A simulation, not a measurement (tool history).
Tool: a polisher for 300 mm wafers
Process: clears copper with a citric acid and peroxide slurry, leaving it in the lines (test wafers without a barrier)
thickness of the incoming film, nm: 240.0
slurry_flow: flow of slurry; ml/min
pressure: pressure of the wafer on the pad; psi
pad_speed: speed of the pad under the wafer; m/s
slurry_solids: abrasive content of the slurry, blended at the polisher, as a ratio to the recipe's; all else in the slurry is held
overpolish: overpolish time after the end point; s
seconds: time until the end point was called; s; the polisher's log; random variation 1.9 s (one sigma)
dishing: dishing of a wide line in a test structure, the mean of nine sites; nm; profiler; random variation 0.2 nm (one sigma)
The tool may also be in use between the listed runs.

| run | hour | slurry_flow | pressure | pad_speed | slurry_solids | overpolish | seconds | dishing |
|---|---|---|---|---|---|---|---|---|
| 1 | 0.0 | 255 | 3.9 | 0.88 | 1.0 | 15 | 95.382 | 29.549 |
| 2 | 6.2 | 255 | 3.9 | 1.00 | 1.0 | 15 | 85.471 | 33.108 |
| 3 | 15.1 | 260 | 3.8 | 1.00 | 1.0 | 14 | 89.360 | 30.108 |
| 4 | 20.8 | 235 | 3.8 | 1.00 | 1.0 | 14 | 90.881 | 30.139 |
| 5 | 24.6 | 250 | 3.7 | 1.00 | 1.0 | 13 | 90.765 | 27.066 |
| 6 | 31.9 | 250 | 3.7 | 1.00 | 1.0 | 9 | 94.327 | 19.479 |
| 7 | 36.6 | 250 | 3.7 | 1.00 | 1.0 | 9 | 93.042 | 19.575 |
| 8 | 42.7 | 245 | 3.6 | 1.00 | 1.0 | 9 | 93.003 | 19.058 |
| 9 | 43.3 | 245 | 3.6 | 1.00 | 1.0 | 9 | 98.243 | 18.716 |
| 10 | 49.0 | 240 | 3.6 | 1.00 | 1.0 | 9 | 91.894 | 18.795 |
| 11 | 50.4 | 250 | 3.5 | 1.00 | 1.0 | 9 | 94.323 | 18.406 |

Run 12 comes next. What will it give?
| 12 | 56.5 | 240 | 3.5 | 1.00 | 1.0 | 9 | ? | ? |

{"run 12": {"seconds": 98.271, "dishing": 18.609}}
